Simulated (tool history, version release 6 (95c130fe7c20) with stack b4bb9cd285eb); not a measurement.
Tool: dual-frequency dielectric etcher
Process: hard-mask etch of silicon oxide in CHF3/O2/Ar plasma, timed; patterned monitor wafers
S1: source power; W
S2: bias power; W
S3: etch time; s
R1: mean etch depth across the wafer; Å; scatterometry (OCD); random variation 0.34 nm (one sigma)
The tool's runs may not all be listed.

Run 1, day 0.000: S1 690 W, S2 218 W, S3 21.0 s. Result: R1 463.89 Å.
Run 2, day 0.342: S1 690 W, S2 232 W, S3 21.0 s. Result: R1 467.07 Å.
Run 3, day 0.588: S1 580 W, S2 232 W, S3 21.0 s. Result: R1 437.23 Å.
Run 4, day 0.879: S1 690 W, S2 232 W, S3 21.0 s. Result: R1 467.87 Å.
Run 5, day 1.204: S1 690 W, S2 251 W, S3 21.0 s. Result: R1 482.27 Å.
Run 6, day 1.275: S1 730 W, S2 254 W, S3 21.0 s. Result: R1 486.29 Å.
Run 7, day 1.588: S1 770 W, S2 259 W, S3 21.0 s. Result: R1 505.51 Å.

The next listed run, before its measurement:
Run 8, day 1.808: S1 790 W, S2 261 W, S3 21.0 s. Result: R1 ?.

Run 8 gave R1 506.85 Å.
